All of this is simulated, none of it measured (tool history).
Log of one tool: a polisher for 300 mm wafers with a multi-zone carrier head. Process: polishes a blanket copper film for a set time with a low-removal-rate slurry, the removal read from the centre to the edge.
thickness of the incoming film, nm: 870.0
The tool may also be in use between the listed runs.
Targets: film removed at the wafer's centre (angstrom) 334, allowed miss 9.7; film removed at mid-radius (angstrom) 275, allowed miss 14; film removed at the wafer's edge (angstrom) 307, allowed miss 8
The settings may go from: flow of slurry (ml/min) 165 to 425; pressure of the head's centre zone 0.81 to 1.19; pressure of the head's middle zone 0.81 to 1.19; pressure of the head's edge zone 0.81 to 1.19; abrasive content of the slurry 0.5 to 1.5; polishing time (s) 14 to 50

| run | hour | flow of slurry (ml/min) | pressure of the head's centre zone | pressure of the head's middle zone | pressure of the head's edge zone | abrasive content of the slurry | polishing time (s) | film removed at the wafer's centre (angstrom) | film removed at mid-radius (angstrom) | film removed at the wafer's edge (angstrom) |
|---|---|---|---|---|---|---|---|---|---|---|
| 1 | 0 | 275 | 1 | 1 | 1 | 1 | 32 | 481.46 | 489.81 | 473.01 |
| 2 | 3.4 | 275 | 1 | 1 | 1 | 1 | 26 | 392.52 | 400.74 | 386.38 |
| 3 | 9.8 | 275 | 1 | 1 | 1 | 1 | 30 | 449.82 | 453.01 | 450.55 |
| 4 | 14.3 | 270 | 1.01 | 0.95 | 0.98 | 0.85 | 28 | 407.74 | 382.75 | 402.01 |
| 5 | 22.9 | 270 | 1.05 | 0.95 | 0.98 | 0.85 | 28 | 418.73 | 396.39 | 391.76 |
| 6 | 27.8 | 270 | 1.05 | 0.95 | 0.98 | 0.85 | 35 | 528.47 | 468.71 | 493.88 |
| 7 | 32.6 | 265 | 1.05 | 0.92 | 0.95 | 0.75 | 32 | 473.87 | 408.4 | 443.34 |
| 8 | 37.3 | 265 | 1.06 | 0.91 | 0.94 | 0.7 | 29 | 423.86 | 363.48 | 382.81 |
| 9 | 38 | 260 | 1.05 | 0.89 | 0.92 | 0.65 | 28 | 397.8 | 349.83 | 366.3 |
| 10 | 41 | 255 | 1.05 | 0.87 | 0.92 | 0.6 | 27 | 375.37 | 333.92 | 345.18 |
| 11 | 43.7 | 270 | 1.06 | 0.85 | 0.95 | 0.55 | 26 | 357.61 | 305.08 | 335.22 |
|  | 49 | worn pad replaced by a new one |
| 12 | 49 | 270 | 1.06 | 0.84 | 0.95 | 0.55 | 26 | 389.78 | 324.92 | 356.53 |
| 13 | 55.7 | 255 | 1.06 | 0.83 | 0.95 | 0.55 | 25 | 370.02 | 315.9 | 344.36 |
| 14 | 60.3 | 290 | 1.05 | 0.83 | 0.94 | 0.55 | 25 | 372.83 | 304.18 | 348.63 |
| 15 | 67 | 290 | 1.04 | 0.83 | 0.91 | 0.55 | 25 | 366.16 | 308.38 | 340.22 |
| 16 | 67.8 | 295 | 1.04 | 0.82 | 0.91 | 0.55 | 24 | 357.09 | 284.88 | 326 |
| 17 | 71.1 | 295 | 1.03 | 0.82 | 0.9 | 0.55 | 24 | 353.85 | 297.87 | 329.39 |

Which of these 4 next moves meets every target?
| A | 74.4 | 275 | 0.92 | 0.89 | 0.86 | 0.65 | 25 | ? | ? | ? |
| B | 74.4 | 345 | 1.04 | 0.82 | 0.92 | 0.55 | 22 | ? | ? | ? |
| C | 74.4 | 385 | 0.93 | 0.81 | 0.95 | 0.5 | 23 | ? | ? | ? |
| D | 74.4 | 270 | 0.97 | 0.85 | 0.89 | 0.55 | 24 | ? | ? | ? |

| move | film removed at the wafer's centre (angstrom) | film removed at mid-radius (angstrom) | film removed at the wafer's edge (angstrom) |
|---|---|---|---|
| A | 345.21 | 339.1 | 345.75 |
| B | 334.92 | 275.58 | 308.74 |
| C | 314.45 | 282.42 | 323.62 |
| D | 334.23 | 301.92 | 325.18 |
A: further off than the last run
B: meets every target
C: nearer than the last run, and not there yet
D: nearer than the last run, and not there yet
Answer: B
